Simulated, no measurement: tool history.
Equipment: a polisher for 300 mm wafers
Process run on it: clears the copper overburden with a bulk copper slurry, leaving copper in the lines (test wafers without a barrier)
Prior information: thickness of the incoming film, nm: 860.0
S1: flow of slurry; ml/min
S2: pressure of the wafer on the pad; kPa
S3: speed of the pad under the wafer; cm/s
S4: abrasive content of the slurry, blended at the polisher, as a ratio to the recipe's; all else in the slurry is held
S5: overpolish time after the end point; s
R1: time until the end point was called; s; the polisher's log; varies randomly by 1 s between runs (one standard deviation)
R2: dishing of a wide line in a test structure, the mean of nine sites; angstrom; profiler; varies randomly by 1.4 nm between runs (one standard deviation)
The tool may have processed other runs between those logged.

run,day,S1,S2,S3,S4,S5,R1,R2
1,0.000,210,20.0,134,1.0,15,83.786,895.96
2,0.367,210,20.0,134,1.0,12,84.812,749.76
3,0.471,210,20.0,134,1.0,7,84.747,481.74
4,0.600,210,20.0,134,1.0,13,82.940,774.91
5,0.717,210,20.0,134,1.0,10,83.614,645.32
6,1.088,210,20.0,162,1.0,10,70.003,737.24
7,1.433,210,20.0,162,1.0,10,70.748,722.58

Estimate the outcome of run 8 from the log above:
8,1.779,210,20.7,162,1.0,10,?,?

Run 8 measured R1 65.602 s, R2 756.09 angstrom.
